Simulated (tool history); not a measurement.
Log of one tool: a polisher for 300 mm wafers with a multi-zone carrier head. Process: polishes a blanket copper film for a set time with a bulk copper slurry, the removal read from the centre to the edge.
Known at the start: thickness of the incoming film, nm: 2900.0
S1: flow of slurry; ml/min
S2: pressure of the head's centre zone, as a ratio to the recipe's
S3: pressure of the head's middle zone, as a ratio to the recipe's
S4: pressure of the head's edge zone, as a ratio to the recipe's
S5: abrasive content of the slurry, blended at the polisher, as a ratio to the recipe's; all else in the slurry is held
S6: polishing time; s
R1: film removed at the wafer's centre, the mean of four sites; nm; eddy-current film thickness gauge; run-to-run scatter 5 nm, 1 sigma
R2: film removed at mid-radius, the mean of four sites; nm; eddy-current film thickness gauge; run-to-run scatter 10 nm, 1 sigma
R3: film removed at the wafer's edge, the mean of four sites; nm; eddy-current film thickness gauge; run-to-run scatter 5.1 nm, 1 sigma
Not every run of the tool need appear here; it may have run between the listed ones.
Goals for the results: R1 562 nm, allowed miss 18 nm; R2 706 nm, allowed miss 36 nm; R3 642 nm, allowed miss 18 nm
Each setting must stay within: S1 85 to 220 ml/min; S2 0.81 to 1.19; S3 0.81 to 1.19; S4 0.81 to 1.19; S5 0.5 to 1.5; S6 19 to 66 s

run    day   S1    S2    S3    S4    S5  S6      R1      R2      R3
  1      0  140     1     1     1     1  42   732.6  699.76  729.24
  2  0.196  140     1     1     1     1  46  801.49   783.3  801.37
  3  0.296  135  0.98  1.01  0.98  0.95  46  768.77  802.93  770.11
  4  0.338  135  0.98  1.01  1.04  0.95  46  769.21  788.84  800.91
  5  0.654  135  1.06  1.01  1.04  0.95  46   839.8  795.11  805.08
  6  0.892  130  1.04  1.01  1.03   0.9  46  787.36  776.09  790.99
  7  1.112  125  1.02  1.01  1.01   0.9  46  786.06  763.52  787.87
  8  1.446  125     1  1.02     1  0.85  46  779.72  774.73  758.83
  9  1.788   85   0.9  1.07   1.1  0.65  42  567.41  672.31  680.39
 10  1.829   85   0.9  1.08  1.09  0.65  42  573.06  685.21  679.72
 11  2.096   85   0.9  1.08  1.08  0.65  42  566.78  676.96  675.95
 12  2.225   85   0.9  1.09  1.07  0.65  42  570.12  685.33  678.81

Consider the 4 candidate settings below. Which is the only one whose results all fall within their allowed miss of target?
  A  2.354  110  0.84  1.04  1.08   0.7  42   ?   ?   ?
  B  2.354  115  0.92  1.04  1.05  0.55  40   ?   ?   ?
  C  2.354  110   0.9  1.16  1.04  0.65  40   ?   ?   ?
  D  2.354  130  0.82  0.99  1.06  0.75  42   ?   ?   ?

move      R1      R2      R3
   A  561.68  691.29   702.6
   B  573.77  643.48  643.96
   C  568.74  716.13  649.68
   D  567.24  684.36     714
A: its largest miss is bigger than the last run's
B: gets the furthest-off result to its target, but another result is out of tolerance
C: every result lands within tolerance
D: its largest miss is bigger than the last run's
So the answer is move C, the one that meets all the targets.

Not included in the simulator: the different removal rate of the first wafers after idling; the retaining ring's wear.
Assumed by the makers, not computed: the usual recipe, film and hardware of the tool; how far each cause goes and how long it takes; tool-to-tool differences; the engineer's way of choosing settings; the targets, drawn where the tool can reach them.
